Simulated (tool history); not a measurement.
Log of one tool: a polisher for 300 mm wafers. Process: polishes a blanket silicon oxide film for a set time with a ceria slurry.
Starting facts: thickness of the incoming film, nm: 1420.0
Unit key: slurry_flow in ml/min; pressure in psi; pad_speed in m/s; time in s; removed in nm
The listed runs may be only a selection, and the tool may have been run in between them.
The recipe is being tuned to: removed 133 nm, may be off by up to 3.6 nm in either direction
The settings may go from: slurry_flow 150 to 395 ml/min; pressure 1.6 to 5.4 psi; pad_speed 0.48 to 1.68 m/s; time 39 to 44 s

run	hour	slurry_flow	pressure	pad_speed	time	removed
1	0	250	3.5	1.08	44	204.94
2	6.5	250	3.1	1.08	44	182.96
3	10	245	2.9	1.08	44	177.77
4	16.9	280	2.9	1.08	44	181.82
5	19.8	265	2.7	1.08	44	170.51
6	23	265	2.7	0.88	44	142.27
7	29.3	255	2.7	0.88	44	138.77
# hour 34.5: head pressure recalibrated
8	34.5	250	2.7	0.88	44	148.6
9	43.1	250	2.7	0.88	44	149.77
10	44.1	255	2.6	0.88	44	147.72
11	49.7	255	2.5	0.88	44	143.37

Of the 5 settings listed for the next run, only one would bring every result within its allowed miss of target. Which one?
A	55.3	245	2.5	0.96	40	?
B	55.3	295	2.5	0.9	40	?
C	55.3	280	2.5	1.02	43	?
D	55.3	215	2.7	0.86	44	?
E	55.3	255	2.6	0.96	44	?

move	removed
A	140.32
B	134.11
C	161.96
D	144.1
E	158.99
A: gains on the last run, yet a result remains outside its allowed miss
B: hits every target within its allowed miss
C: its largest miss is bigger than the last run's
D: its largest miss is bigger than the last run's
E: its largest miss is bigger than the last run's
The move that meets every target is B.
